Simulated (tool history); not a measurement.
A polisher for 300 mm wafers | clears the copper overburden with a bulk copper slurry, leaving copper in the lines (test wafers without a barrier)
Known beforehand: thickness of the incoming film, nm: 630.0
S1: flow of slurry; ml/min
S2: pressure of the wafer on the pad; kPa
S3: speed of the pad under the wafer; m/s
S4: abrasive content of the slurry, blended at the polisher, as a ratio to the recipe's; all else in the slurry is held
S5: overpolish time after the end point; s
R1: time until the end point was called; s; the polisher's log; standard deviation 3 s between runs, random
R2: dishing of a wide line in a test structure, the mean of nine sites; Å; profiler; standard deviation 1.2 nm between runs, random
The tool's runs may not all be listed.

run,hour,S1,S2,S3,S4,S5,R1,R2
1,0,285,15.9,0.84,1,14,134.32,490.4
2,8.9,285,15.9,0.98,1,14,117.95,545.14
3,11,285,14.5,0.98,1,16,128.58,562.71
4,13.8,285,11,0.98,1,16,163.98,450.96
5,22.1,285,8.3,0.98,1,16,213.88,357.64
6,28.9,285,9,0.98,1,17,204.04,386.6
7,30.5,285,12.4,1,1,23,143.94,632.41

Run 8 is up next; what results do you expect?
8,32.6,285,11.7,1,1,23,?,?

R1: 158.85 s
R2: 623.18 Å
